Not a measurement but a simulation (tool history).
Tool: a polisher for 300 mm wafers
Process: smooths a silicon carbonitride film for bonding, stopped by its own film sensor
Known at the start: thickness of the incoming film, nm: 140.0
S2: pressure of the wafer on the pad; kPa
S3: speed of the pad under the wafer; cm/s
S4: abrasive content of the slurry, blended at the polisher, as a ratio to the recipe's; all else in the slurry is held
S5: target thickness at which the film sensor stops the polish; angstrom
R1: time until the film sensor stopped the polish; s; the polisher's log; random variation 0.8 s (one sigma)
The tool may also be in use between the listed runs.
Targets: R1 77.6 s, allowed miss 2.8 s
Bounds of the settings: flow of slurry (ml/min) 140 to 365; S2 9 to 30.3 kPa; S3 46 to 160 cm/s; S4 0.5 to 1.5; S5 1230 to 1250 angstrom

Run 1, hour 0: flow of slurry (ml/min) 235, S2 19.3 kPa, S3 102 cm/s, S4 1, S5 1230 angstrom. Result: R1 55.453 s.
Run 2, hour 7.8: flow of slurry (ml/min) 235, S2 19.3 kPa, S3 102 cm/s, S4 1, S5 1250 angstrom. Result: R1 49.575 s.
Run 3, hour 13.1: flow of slurry (ml/min) 235, S2 22.8 kPa, S3 102 cm/s, S4 1, S5 1250 angstrom. Result: R1 42.405 s.
Run 4, hour 20.1: flow of slurry (ml/min) 235, S2 22.8 kPa, S3 88 cm/s, S4 1, S5 1250 angstrom. Result: R1 46.631 s.
Run 5, hour 22.6: flow of slurry (ml/min) 235, S2 22.8 kPa, S3 64 cm/s, S4 1, S5 1250 angstrom. Result: R1 59.003 s.
Run 6, hour 23.8: flow of slurry (ml/min) 235, S2 24.8 kPa, S3 64 cm/s, S4 1, S5 1250 angstrom. Result: R1 53.73 s.
Run 7, hour 31.4: flow of slurry (ml/min) 235, S2 22.8 kPa, S3 64 cm/s, S4 1, S5 1250 angstrom. Result: R1 57.723 s.
Run 8, hour 39.6: flow of slurry (ml/min) 235, S2 21.4 kPa, S3 64 cm/s, S4 1, S5 1250 angstrom. Result: R1 62.718 s.

Which of these 4 next moves meets every target?
Run A, hour 47.8: flow of slurry (ml/min) 260, S2 23.4 kPa, S3 58 cm/s, S4 1.4, S5 1250 angstrom. Result: R1 ?.
Run B, hour 47.8: flow of slurry (ml/min) 140, S2 22.8 kPa, S3 46 cm/s, S4 1.1, S5 1240 angstrom. Result: R1 ?.
Run C, hour 47.8: flow of slurry (ml/min) 320, S2 28.3 kPa, S3 46 cm/s, S4 1.1, S5 1250 angstrom. Result: R1 ?.
Run D, hour 47.8: flow of slurry (ml/min) 225, S2 21.4 kPa, S3 64 cm/s, S4 1, S5 1230 angstrom. Result: R1 ?.

move      R1
   A  50.482
   B  77.804
   C  54.956
   D    71.3
A: further off than the last run
B: meets every target
C: further off than the last run
D: nearer than the last run, and not there yet
Move B is the one to make.
